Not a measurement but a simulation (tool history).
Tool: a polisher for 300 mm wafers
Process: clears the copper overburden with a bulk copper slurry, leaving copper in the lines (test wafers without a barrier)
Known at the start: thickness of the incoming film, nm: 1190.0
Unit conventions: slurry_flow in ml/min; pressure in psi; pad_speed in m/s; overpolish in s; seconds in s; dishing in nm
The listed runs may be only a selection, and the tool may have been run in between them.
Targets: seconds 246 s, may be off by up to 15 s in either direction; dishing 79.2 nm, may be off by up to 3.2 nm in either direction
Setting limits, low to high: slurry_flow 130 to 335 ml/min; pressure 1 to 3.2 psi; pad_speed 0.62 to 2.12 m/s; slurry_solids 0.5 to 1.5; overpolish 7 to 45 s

| run | day | slurry_flow | pressure | pad_speed | slurry_solids | overpolish | seconds | dishing |
|---|---|---|---|---|---|---|---|---|
| 1 | 0 | 215 | 2.1 | 1.36 | 1 | 23 | 142.88 | 78.407 |
| 2 | 0.142 | 215 | 2.1 | 1.36 | 0.9 | 23 | 142.3 | 80.274 |
| 3 | 0.296 | 215 | 2 | 1.34 | 0.9 | 25 | 153.34 | 79.087 |
| 4 | 0.454 | 215 | 2 | 1.14 | 0.9 | 25 | 180.54 | 74.201 |
| 5 | 0.546 | 215 | 2 | 1.14 | 0.9 | 34 | 175.84 | 82.767 |
| 6 | 0.629 | 215 | 1.9 | 1.12 | 0.9 | 35 | 188.76 | 80.979 |
| 7 | 0.775 | 215 | 1.8 | 1.1 | 0.9 | 36 | 198.23 | 78.826 |
| 8 | 1.021 | 215 | 1.8 | 1.08 | 0.9 | 37 | 210.72 | 80.197 |
| 9 | 1.121 | 215 | 1.8 | 1.08 | 0.9 | 38 | 203.64 | 80.643 |
| 10 | 1.45 | 215 | 1.8 | 1.08 | 0.9 | 39 | 204.05 | 82.777 |
| 11 | 1.488 | 215 | 1.8 | 1.08 | 0.9 | 40 | 209.94 | 79.662 |
| 12 | 1.65 | 215 | 1.8 | 1.06 | 0.9 | 41 | 211.39 | 81.045 |
| 13 | 1.829 | 215 | 1.8 | 1.06 | 0.9 | 42 | 215.87 | 81.559 |

5 next moves are on the table. One of them brings every result within its allowed miss. Which?
| A | 2.008 | 200 | 1.8 | 0.96 | 0.75 | 44 | ? | ? |
| B | 2.008 | 220 | 2 | 0.98 | 1 | 45 | ? | ? |
| C | 2.008 | 215 | 1.9 | 1.2 | 0.8 | 45 | ? | ? |
| D | 2.008 | 215 | 1.8 | 1.02 | 0.95 | 39 | ? | ? |
| E | 2.008 | 245 | 1.6 | 1.26 | 0.75 | 31 | ? | ? |

| move | seconds | dishing |
|---|---|---|
| A | 242.32 | 81.802 |
| B | 203.5 | 89.477 |
| C | 182.58 | 90.492 |
| D | 219.08 | 81.252 |
| E | 205.16 | 74.157 |
A: each result inside its tolerance
B: lands further from the targets than the last run did
C: lands further from the targets than the last run did
D: closes in on the targets versus the last run, not all within tolerance yet
E: lands further from the targets than the last run did
Go with A: it meets all targets.
